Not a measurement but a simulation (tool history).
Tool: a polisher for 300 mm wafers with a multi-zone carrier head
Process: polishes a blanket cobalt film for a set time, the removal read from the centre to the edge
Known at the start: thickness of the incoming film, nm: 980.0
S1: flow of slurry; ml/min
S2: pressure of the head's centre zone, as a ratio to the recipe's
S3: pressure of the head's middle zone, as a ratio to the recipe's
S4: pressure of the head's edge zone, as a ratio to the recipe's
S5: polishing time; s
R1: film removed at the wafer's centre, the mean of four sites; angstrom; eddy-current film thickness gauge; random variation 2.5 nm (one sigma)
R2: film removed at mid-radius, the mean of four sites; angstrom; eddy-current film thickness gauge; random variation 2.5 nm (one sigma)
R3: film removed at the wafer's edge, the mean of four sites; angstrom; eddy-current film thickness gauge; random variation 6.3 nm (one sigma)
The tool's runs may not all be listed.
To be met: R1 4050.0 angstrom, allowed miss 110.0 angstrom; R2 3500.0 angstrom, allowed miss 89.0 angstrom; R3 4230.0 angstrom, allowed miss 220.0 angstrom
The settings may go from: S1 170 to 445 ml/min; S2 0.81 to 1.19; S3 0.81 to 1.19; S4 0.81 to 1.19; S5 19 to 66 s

| run | hour | S1 | S2 | S3 | S4 | S5 | R1 | R2 | R3 |
|---|---|---|---|---|---|---|---|---|---|
| 1 | 0.0 | 285 | 1.00 | 1.00 | 1.00 | 42 | 2912.4 | 3001.4 | 2974.4 |
| 2 | 4.3 | 285 | 1.01 | 0.99 | 1.02 | 43 | 3008.3 | 3043.1 | 3051.7 |
| 3 | 12.9 | 285 | 1.01 | 0.99 | 1.06 | 43 | 3027.1 | 3020.8 | 3140.9 |
| 4 | 16.1 | 285 | 1.02 | 0.98 | 1.07 | 44 | 3133.9 | 3048.9 | 3231.4 |
| 5 | 19.2 | 285 | 0.96 | 0.98 | 1.07 | 44 | 2941.8 | 3083.1 | 3233.3 |
| 6 | 24.7 | 285 | 0.96 | 0.98 | 1.07 | 39 | 2622.6 | 2702.3 | 2764.8 |
| 7 | 32.3 | 280 | 0.98 | 0.98 | 1.08 | 40 | 2763.5 | 2766.5 | 2996.3 |
| 8 | 34.1 | 275 | 1.00 | 0.99 | 1.09 | 41 | 2832.4 | 2871.4 | 3055.5 |
| 9 | 39.7 | 270 | 1.02 | 0.99 | 1.10 | 42 | 3012.0 | 2941.5 | 3089.5 |
| 10 | 43.6 | 350 | 1.02 | 0.89 | 1.19 | 54 | 3861.9 | 3523.8 | 4245.6 |

Which of these 5 next moves meets every target?
| A | 47.5 | 340 | 1.00 | 0.89 | 1.19 | 54 | ? | ? | ? |
| B | 47.5 | 340 | 0.99 | 0.82 | 1.04 | 58 | ? | ? | ? |
| C | 47.5 | 435 | 1.09 | 0.89 | 1.03 | 50 | ? | ? | ? |
| D | 47.5 | 400 | 1.11 | 0.91 | 1.14 | 49 | ? | ? | ? |
| E | 47.5 | 385 | 1.13 | 0.94 | 1.09 | 48 | ? | ? | ? |

| move | R1 | R2 | R3 |
|---|---|---|---|
| A | 3785.8 | 3463.7 | 4133.9 |
| B | 4024.9 | 3478.9 | 4154.4 |
| C | 3876.2 | 3256.8 | 3604.4 |
| D | 3845.3 | 3233.7 | 3698.4 |
| E | 3823.4 | 3246.7 | 3534.5 |
A: further off than the last run
B: meets every target
C: further off than the last run
D: further off than the last run
E: further off than the last run
The right move is B.
